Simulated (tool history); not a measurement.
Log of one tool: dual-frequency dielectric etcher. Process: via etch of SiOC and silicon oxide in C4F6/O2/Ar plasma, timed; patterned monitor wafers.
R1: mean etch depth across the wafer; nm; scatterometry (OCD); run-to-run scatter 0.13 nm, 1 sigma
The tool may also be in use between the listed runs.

Run 1, hour 0: source power (kW) 0.26, bias power (kW) 0.222, etch time (s) 30. Result: R1 30.818 nm.
Run 2, hour 6.7: source power (kW) 0.27, bias power (kW) 0.227, etch time (s) 30. Result: R1 31.607 nm.
Run 3, hour 12.2: source power (kW) 0.28, bias power (kW) 0.231, etch time (s) 30. Result: R1 32.093 nm.
Run 4, hour 17.7: source power (kW) 0.25, bias power (kW) 0.231, etch time (s) 30. Result: R1 30.732 nm.
Run 5, hour 22.5: source power (kW) 0.25, bias power (kW) 0.231, etch time (s) 27. Result: R1 27.611 nm.
Run 6, hour 27.5: source power (kW) 0.27, bias power (kW) 0.231, etch time (s) 27. Result: R1 28.482 nm.

Run 7 comes next. What will it give?
Run 7, hour 33.2: source power (kW) 0.32, bias power (kW) 0.276, etch time (s) 29.5. Result: R1 ?.

Run 7 measured R1 36.178 nm.
